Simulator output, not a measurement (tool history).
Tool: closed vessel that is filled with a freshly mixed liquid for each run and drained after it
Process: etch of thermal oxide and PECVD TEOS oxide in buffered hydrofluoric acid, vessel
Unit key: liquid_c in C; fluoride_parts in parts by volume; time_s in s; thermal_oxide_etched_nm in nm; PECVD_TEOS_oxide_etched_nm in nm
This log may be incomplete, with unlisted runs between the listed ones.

run	hour	liquid_c	fluoride_parts	time_s	thermal_oxide_etched_nm	PECVD_TEOS_oxide_etched_nm
1	0.0	23.0	18.5	60	34.705	32.956
2	2.9	26.5	18.5	60	41.744	40.472
3	4.1	27.0	18.0	60	44.057	42.323
4	5.0	27.0	18.0	85	62.931	60.420
5	10.5	27.5	18.0	85	64.324	61.240
6	16.8	30.5	18.0	85	75.550	72.179
7	22.6	30.5	18.0	85	75.465	72.136
8	29.7	30.5	18.0	85	75.493	72.888

What will run 9 give?
9	34.5	29.0	18.0	85	?	?

Logged for run 9: thermal_oxide_etched_nm 69.492 nm, PECVD_TEOS_oxide_etched_nm 66.994 nm.
